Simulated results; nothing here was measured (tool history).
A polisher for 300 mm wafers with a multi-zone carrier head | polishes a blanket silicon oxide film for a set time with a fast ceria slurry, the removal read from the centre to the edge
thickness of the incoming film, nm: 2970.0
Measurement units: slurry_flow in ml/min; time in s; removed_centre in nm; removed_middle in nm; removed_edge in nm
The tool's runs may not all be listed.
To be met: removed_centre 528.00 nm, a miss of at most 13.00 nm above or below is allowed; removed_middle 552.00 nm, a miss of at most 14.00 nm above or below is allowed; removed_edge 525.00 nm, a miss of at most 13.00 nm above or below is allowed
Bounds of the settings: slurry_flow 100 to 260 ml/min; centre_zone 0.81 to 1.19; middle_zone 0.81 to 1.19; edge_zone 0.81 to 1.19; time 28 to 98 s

run,hour,slurry_flow,centre_zone,middle_zone,edge_zone,time,removed_centre,removed_middle,removed_edge
1,0.0,165,1.00,1.00,1.00,63,795.64,796.33,805.40
2,7.1,165,1.00,1.00,1.08,63,807.22,790.48,847.92
3,9.8,165,1.00,0.96,1.08,63,807.54,784.84,830.04
4,17.6,165,1.00,0.96,1.08,74,949.48,921.91,997.71
# hour 22.7: edge zone pressure recalibrated
5,22.7,155,0.97,0.93,0.99,64,784.14,779.92,787.11
6,28.7,140,0.94,0.90,0.96,58,675.98,675.78,684.74
7,37.2,130,0.91,0.88,0.91,55,613.85,632.83,633.80
8,39.3,125,0.91,0.88,0.88,52,571.07,598.23,587.94
9,44.7,120,0.91,0.88,0.86,51,558.91,571.54,568.71
10,53.2,120,0.91,0.90,0.84,50,546.86,568.83,555.36
11,59.6,120,0.92,0.92,0.83,49,542.40,563.90,537.70

Which single option among these 4 for the next run brings every result within its allowed miss of target? Just one does.
A,66.0,150,0.95,0.92,0.81,48,?,?,?
B,66.0,125,0.97,0.93,0.91,47,?,?,?
C,66.0,180,0.85,0.92,0.88,48,?,?,?
D,66.0,115,0.91,0.90,0.81,49,?,?,?

move,removed_centre,removed_middle,removed_edge
A,573.41,578.70,534.72
B,553.42,551.95,539.48
C,528.76,595.13,566.01
D,531.41,558.01,528.16
A: the biggest miss grows against the last run
B: the biggest miss grows against the last run
C: brings the result that was furthest off to its target, and leaves another outside
D: meets every target
D meets every target.
